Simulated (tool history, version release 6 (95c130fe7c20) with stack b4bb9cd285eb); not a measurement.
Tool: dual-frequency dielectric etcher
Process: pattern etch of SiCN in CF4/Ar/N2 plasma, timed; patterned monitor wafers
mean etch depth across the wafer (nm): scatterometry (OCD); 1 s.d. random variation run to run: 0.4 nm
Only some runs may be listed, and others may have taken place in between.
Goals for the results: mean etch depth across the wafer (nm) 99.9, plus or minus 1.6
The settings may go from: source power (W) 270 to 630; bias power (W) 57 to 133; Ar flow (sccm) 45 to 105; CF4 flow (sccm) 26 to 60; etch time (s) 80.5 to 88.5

| run | hour | source power (W) | bias power (W) | Ar flow (sccm) | CF4 flow (sccm) | etch time (s) | mean etch depth across the wafer (nm) |
|---|---|---|---|---|---|---|---|
| 1 | 0 | 450 | 95 | 75 | 43 | 88.5 | 79.544 |
| 2 | 9 | 450 | 102 | 75 | 43 | 88.5 | 81.269 |
| 3 | 10.3 | 470 | 102 | 75 | 43 | 88.5 | 85.019 |
| 4 | 13.6 | 470 | 102 | 81 | 43 | 88.5 | 84.117 |
| 5 | 21.6 | 480 | 102 | 81 | 43 | 88.5 | 86 |
| 6 | 29 | 490 | 102 | 81 | 43 | 88.5 | 87.769 |
|  | 37.8 | bias power generator calibrated |
| 7 | 37.8 | 500 | 102 | 81 | 43 | 88.5 | 88.122 |
| 8 | 46 | 510 | 102 | 81 | 43 | 88.5 | 90.446 |
| 9 | 47 | 520 | 102 | 81 | 43 | 88.5 | 92.049 |
| 10 | 47.9 | 530 | 102 | 81 | 43 | 88.5 | 94.292 |
| 11 | 52.7 | 550 | 102 | 81 | 43 | 88.5 | 97.686 |

Which single option among these 5 for the next run brings every result within its allowed miss of target? Just one does.
| A | 57.5 | 590 | 112 | 79 | 46 | 82.5 | ? |
| B | 57.5 | 540 | 122 | 86 | 43 | 82.5 | ? |
| C | 57.5 | 550 | 93 | 90 | 50 | 88.5 | ? |
| D | 57.5 | 560 | 109 | 105 | 56 | 86.5 | ? |
| E | 57.5 | 550 | 101 | 71 | 42 | 86 | ? |

| move | mean etch depth across the wafer (nm) |
|---|---|
| A | 102.04 |
| B | 94.304 |
| C | 94.347 |
| D | 99.15 |
| E | 95.547 |
A: takes the result that was furthest off past its target
B: misses by more than the last run did
C: misses by more than the last run did
D: every result within its allowed miss
E: misses by more than the last run did
Answer: D

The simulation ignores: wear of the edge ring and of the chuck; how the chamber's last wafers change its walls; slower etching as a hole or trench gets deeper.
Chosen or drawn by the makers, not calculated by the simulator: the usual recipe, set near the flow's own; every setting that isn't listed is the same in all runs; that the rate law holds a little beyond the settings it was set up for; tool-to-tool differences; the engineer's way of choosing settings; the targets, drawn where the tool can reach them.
